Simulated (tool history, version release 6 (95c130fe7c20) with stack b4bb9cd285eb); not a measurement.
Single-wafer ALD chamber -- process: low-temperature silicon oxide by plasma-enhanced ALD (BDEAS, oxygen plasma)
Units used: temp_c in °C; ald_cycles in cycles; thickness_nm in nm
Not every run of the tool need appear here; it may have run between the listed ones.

| run | hour | temp_c | ald_cycles | thickness_nm |
|---|---|---|---|---|
| 1 | 0 | 115 | 62 | 8.8526 |
| 2 | 0.8 | 110 | 62 | 8.8058 |
| 3 | 5.3 | 110 | 55 | 7.8403 |
| 4 | 6.1 | 101 | 55 | 8.04 |
| 5 | 11 | 101 | 63 | 9.2531 |
| 6 | 18 | 106 | 58 | 8.3954 |
| 7 | 26.4 | 110 | 55 | 7.9267 |
| 8 | 35 | 112 | 52 | 7.469 |
| 9 | 38.6 | 112 | 52 | 7.3858 |
| 10 | 44 | 116 | 51 | 7.1717 |
| 11 | 49 | 118 | 51 | 7.2365 |

Run 12, settings as shown, results not yet in. Your forecast:
| 12 | 54.8 | 118 | 47 | ? |

thickness_nm: 6.6713 nm

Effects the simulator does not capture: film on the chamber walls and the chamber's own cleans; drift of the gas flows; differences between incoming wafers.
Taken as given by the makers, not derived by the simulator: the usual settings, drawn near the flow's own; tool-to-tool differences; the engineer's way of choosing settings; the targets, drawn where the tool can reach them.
